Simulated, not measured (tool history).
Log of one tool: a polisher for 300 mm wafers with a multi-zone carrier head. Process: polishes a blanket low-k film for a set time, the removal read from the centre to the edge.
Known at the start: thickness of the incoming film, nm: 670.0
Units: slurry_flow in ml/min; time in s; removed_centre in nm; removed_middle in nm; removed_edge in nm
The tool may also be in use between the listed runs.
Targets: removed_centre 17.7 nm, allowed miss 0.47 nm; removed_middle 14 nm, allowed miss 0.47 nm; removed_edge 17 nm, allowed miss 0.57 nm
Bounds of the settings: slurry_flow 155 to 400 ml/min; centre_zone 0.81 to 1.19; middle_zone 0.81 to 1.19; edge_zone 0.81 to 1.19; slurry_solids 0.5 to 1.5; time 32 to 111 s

run    day  slurry_flow  centre_zone  middle_zone  edge_zone  slurry_solids  time  removed_centre  removed_middle  removed_edge
  1      0          255            1            1          1              1    71          25.381          25.649        24.565
  2  0.342          255            1         0.96          1              1    71          25.268          24.793        24.382
  3  0.392          310            1         0.96          1              1    71           25.83          25.893        24.578
  4  0.592          310            1         0.96          1           1.15    71           28.07          27.439        27.046
  5  0.946          275         1.02         0.93       1.04           1.05    68          25.355          24.071        24.851
     1.196  -- edge zone pressure recalibrated
  6  1.196          275         1.02         0.87       1.04           1.05    68          25.607          22.706         25.11
  7  1.342          250         1.04         0.86       1.05           0.95    66          23.675          20.315        22.833
  8  1.408          235         1.05         0.85       1.06           0.85    65          21.624          18.263        21.588
  9    1.7          225         1.05         0.84       1.04            0.8    65          20.705          17.431        19.845

Which of these 4 next moves meets every target?
  A  1.992          210         1.11         0.83       1.01           0.75    54               ?               ?             ?
  B  1.992          325         0.97         0.82       1.11            0.9    50               ?               ?             ?
  C  1.992          260          0.9         1.05       0.87           1.15    48               ?               ?             ?
  D  1.992          175         1.08         0.81       1.01           0.85    55               ?               ?             ?

move  removed_centre  removed_middle  removed_edge
   A          17.246          13.223        15.653
   B          16.927          14.644        18.099
   C          16.979          19.499        17.484
   D          18.124           14.06        17.127
A: takes the result that was furthest off past its target
B: nearer than the last run, and not there yet
C: further off than the last run
D: meets every target
The right move is D.
